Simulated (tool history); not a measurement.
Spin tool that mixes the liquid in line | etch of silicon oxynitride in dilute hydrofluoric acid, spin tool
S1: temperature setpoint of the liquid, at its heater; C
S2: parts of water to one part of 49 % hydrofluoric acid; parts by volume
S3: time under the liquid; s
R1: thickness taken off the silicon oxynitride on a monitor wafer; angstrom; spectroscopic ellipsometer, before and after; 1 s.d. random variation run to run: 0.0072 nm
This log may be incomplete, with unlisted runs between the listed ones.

run  hour    S1   S2  S3      R1
  1     0    24  285  70  7.0499
  2   3.8    23  290  70  6.5859
  3  12.7    22  295  70  6.2314
  4  16.1  21.5  300  70  5.8774
  5  18.6    21  300  70  5.6113
     24.7  -- thermometer replaced
  6  24.7    21  300  50  3.8422
  7  31.8  21.5  300  50  3.9672
  8  38.6    22  300  50  4.0281
  9  41.8  22.5  300  50  4.0195
 10  42.5    23  300  50  4.1762

Run 11 has not been measured yet. What should we expect?
 11    51  23.5  300  50   ?

{"run 11": {"R1": 4.3648}}
